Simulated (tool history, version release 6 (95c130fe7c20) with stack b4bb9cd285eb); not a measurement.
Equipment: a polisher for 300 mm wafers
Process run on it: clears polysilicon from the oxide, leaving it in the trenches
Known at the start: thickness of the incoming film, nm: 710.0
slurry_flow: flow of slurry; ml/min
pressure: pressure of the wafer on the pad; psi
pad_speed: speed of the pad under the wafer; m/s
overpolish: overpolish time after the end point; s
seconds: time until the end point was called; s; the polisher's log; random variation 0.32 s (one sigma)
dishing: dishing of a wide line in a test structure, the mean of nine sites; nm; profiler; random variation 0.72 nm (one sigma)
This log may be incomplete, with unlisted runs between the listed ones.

{"run": 1, "hour": 0.0, "slurry_flow": 120, "pressure": 2.5, "pad_speed": 1.0, "overpolish": 21, "seconds": 66.09, "dishing": 52.989}
{"run": 2, "hour": 7.3, "slurry_flow": 120, "pressure": 1.9, "pad_speed": 1.0, "overpolish": 21, "seconds": 85.663, "dishing": 51.688}
{"run": 3, "hour": 7.9, "slurry_flow": 120, "pressure": 1.9, "pad_speed": 1.0, "overpolish": 29, "seconds": 86.147, "dishing": 53.621}
{"run": 4, "hour": 9.0, "slurry_flow": 125, "pressure": 2.1, "pad_speed": 1.0, "overpolish": 28, "seconds": 77.577, "dishing": 55.262}
{"run": 5, "hour": 12.6, "slurry_flow": 135, "pressure": 2.1, "pad_speed": 1.0, "overpolish": 28, "seconds": 75.971, "dishing": 54.0}
{"run": 6, "hour": 17.2, "slurry_flow": 135, "pressure": 2.1, "pad_speed": 1.0, "overpolish": 34, "seconds": 75.777, "dishing": 54.945}
{"run": 7, "hour": 17.9, "slurry_flow": 140, "pressure": 2.3, "pad_speed": 1.0, "overpolish": 33, "seconds": 68.824, "dishing": 55.674}

For run 8, what comes out?
{"run": 8, "hour": 23.6, "slurry_flow": 145, "pressure": 2.5, "pad_speed": 1.0, "overpolish": 31, "seconds": "?", "dishing": "?"}

{"run 8": {"seconds": 63.741, "dishing": 55.611}}
